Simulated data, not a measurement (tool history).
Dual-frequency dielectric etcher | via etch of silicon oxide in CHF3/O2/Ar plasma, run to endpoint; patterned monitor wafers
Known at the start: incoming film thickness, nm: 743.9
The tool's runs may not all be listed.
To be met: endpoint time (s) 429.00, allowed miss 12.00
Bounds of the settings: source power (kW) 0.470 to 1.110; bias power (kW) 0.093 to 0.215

run,hour,source power (kW),bias power (kW),endpoint time (s)
1,0.0,0.790,0.154,375.46
2,4.3,0.750,0.151,382.91
3,6.4,0.690,0.151,389.78
4,9.1,0.690,0.163,376.34
5,13.9,0.660,0.157,386.04
6,19.2,0.640,0.152,393.41
7,19.9,0.620,0.148,401.25
8,25.5,0.600,0.145,404.77
9,27.2,0.590,0.142,407.40
10,30.3,0.590,0.142,410.25
11,38.9,0.580,0.140,415.85
12,45.3,0.570,0.139,416.62
13,46.2,0.560,0.138,415.61

5 next moves are on the table. One of them brings every result within its allowed miss. Which?
A,47.1,0.510,0.131,?
B,47.1,0.720,0.153,?
C,47.1,0.640,0.144,?
D,47.1,0.470,0.112,?
E,47.1,0.470,0.117,?

move,endpoint time (s)
A,428.48
B,381.11
C,398.23
D,457.93
E,451.28
A: meets every target
B: further off than the last run
C: further off than the last run
D: takes the result that was furthest off past its target
E: takes the result that was furthest off past its target
The right move is A.
